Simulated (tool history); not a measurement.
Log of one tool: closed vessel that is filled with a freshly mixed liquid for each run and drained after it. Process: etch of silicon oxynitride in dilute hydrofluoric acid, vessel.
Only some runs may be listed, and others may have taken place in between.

| run | hour | temperature setpoint of the liquid (K) | parts of water to one part of 49 % hydrofluoric acid (parts by volume) | time in the liquid (s) | thickness taken off the silicon oxynitride on a monitor wafer (nm) |
|---|---|---|---|---|---|
| 1 | 0.0 | 296.15 | 110 | 125 | 4.5188 |
| 2 | 4.8 | 296.15 | 110 | 95 | 3.4285 |
| 3 | 9.5 | 296.15 | 110 | 125 | 4.4844 |
| 4 | 14.5 | 293.65 | 110 | 125 | 4.0824 |
| 5 | 18.8 | 293.15 | 120 | 125 | 3.5554 |
| 6 | 27.6 | 292.65 | 125 | 125 | 3.3089 |
|  | 35.4 | thermometer replaced |
| 7 | 35.4 | 290.15 | 145 | 125 | 2.3831 |

Forecast run 8:
| 8 | 43.9 | 290.65 | 145 | 125 | ? |

{"run 8": {"thickness taken off the silicon oxynitride on a monitor wafer (nm)": 2.4603}}

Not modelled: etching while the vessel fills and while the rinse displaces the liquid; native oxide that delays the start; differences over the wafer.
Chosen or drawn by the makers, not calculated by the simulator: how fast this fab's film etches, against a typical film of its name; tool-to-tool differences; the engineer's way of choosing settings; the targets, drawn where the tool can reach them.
